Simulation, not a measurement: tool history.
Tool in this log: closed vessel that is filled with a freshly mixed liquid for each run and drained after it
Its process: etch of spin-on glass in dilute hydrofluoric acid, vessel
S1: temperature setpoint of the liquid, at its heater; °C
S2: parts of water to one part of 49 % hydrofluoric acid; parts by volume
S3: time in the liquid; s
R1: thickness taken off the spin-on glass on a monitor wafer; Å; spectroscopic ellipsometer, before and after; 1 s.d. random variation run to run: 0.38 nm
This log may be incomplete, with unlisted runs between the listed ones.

run,day,S1,S2,S3,R1
1,0.000,21.0,90,100,242.29
2,0.117,21.0,90,100,245.54
3,0.292,21.0,70,100,321.19
4,0.367,22.0,70,100,337.50
5,0.450,22.0,40,100,609.87
6,0.738,21.0,40,100,587.86
7,1.071,20.5,45,100,502.20
8,1.258,20.0,45,100,500.23

Predict the results of run 9:
9,1.362,19.5,45,100,?

{"run 9": {"R1": 485.24}}
